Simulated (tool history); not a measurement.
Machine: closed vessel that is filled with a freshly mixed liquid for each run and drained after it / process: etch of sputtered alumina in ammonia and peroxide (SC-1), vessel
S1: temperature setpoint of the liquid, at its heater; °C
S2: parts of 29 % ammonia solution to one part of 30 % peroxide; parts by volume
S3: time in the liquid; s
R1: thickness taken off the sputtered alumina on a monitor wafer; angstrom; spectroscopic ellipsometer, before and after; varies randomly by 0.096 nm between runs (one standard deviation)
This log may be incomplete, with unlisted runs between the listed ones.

run    day    S1    S2   S3      R1
  1      0    48  0.75  845  413.06
  2  0.092    48   0.6  845  399.85
  3  0.129    47   0.6  845  381.56
  4  0.288    47   0.5  845  374.34
  5  0.375    46   0.5  845  349.17
  6  0.488    46   0.5  900  374.52
  7  0.579    45   0.5  900  353.99
  8   0.75    44   0.5  900  335.48
  9  1.033  43.5   0.5  900  325.63
 10  1.225    43   0.5  900  314.73

Predict the results of run 11:
 11  1.6  38  0.5  900   ?

R1: 236.82 angstrom

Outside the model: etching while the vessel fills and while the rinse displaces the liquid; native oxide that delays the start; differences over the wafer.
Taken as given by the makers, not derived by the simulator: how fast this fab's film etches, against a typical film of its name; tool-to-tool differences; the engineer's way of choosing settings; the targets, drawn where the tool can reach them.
